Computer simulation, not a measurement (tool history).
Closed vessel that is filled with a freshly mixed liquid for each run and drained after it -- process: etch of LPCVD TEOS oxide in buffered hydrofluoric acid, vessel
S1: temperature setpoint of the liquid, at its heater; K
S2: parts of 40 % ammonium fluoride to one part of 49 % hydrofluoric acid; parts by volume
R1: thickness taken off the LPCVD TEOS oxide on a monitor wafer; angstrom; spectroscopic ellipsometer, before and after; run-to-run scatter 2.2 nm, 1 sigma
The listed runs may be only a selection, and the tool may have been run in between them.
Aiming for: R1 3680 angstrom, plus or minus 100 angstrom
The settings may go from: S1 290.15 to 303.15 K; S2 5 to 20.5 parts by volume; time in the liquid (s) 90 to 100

Run 1, hour 0: S1 295.15 K, S2 12.5 parts by volume, time in the liquid (s) 90. Result: R1 2468.6 angstrom.
Run 2, hour 4.8: S1 297.15 K, S2 12.5 parts by volume, time in the liquid (s) 90. Result: R1 2748.6 angstrom.
Run 3, hour 7.2: S1 297.15 K, S2 15.5 parts by volume, time in the liquid (s) 90. Result: R1 2237.5 angstrom.
Run 4, hour 15.9: S1 298.65 K, S2 15 parts by volume, time in the liquid (s) 90. Result: R1 2497.2 angstrom.
Run 5, hour 22: S1 298.65 K, S2 12.5 parts by volume, time in the liquid (s) 90. Result: R1 2988.3 angstrom.
Run 6, hour 28.6: S1 298.65 K, S2 14 parts by volume, time in the liquid (s) 90. Result: R1 2679.2 angstrom.
Run 7, hour 29.7: S1 299.65 K, S2 13.5 parts by volume, time in the liquid (s) 90. Result: R1 2925.4 angstrom.
Run 8, hour 33.4: S1 300.65 K, S2 13.5 parts by volume, time in the liquid (s) 90. Result: R1 3080.4 angstrom.
Run 9, hour 35.8: S1 301.15 K, S2 13.5 parts by volume, time in the liquid (s) 90. Result: R1 3136 angstrom.
Run 10, hour 38.9: S1 301.65 K, S2 13 parts by volume, time in the liquid (s) 90. Result: R1 3344.7 angstrom.
Run 11, hour 46.6: S1 302.15 K, S2 13 parts by volume, time in the liquid (s) 90. Result: R1 3460.8 angstrom.
Run 12, hour 48.8: S1 302.65 K, S2 13 parts by volume, time in the liquid (s) 90. Result: R1 3577 angstrom.

Of the 4 settings listed for the next run, only one would bring every result within its allowed miss of target. Which one?
Run A, hour 51: S1 302.65 K, S2 12.5 parts by volume, time in the liquid (s) 90. Result: R1 ?.
Run B, hour 51: S1 303.15 K, S2 16 parts by volume, time in the liquid (s) 100. Result: R1 ?.
Run C, hour 51: S1 300.65 K, S2 12.5 parts by volume, time in the liquid (s) 90. Result: R1 ?.
Run D, hour 51: S1 302.15 K, S2 14 parts by volume, time in the liquid (s) 95. Result: R1 ?.

move      R1
   A  3712.8
   B    3326
   C  3339.4
   D  3416.5
A: every result lands within tolerance
B: further off than the last run
C: further off than the last run
D: further off than the last run
Go with A: it meets all targets.
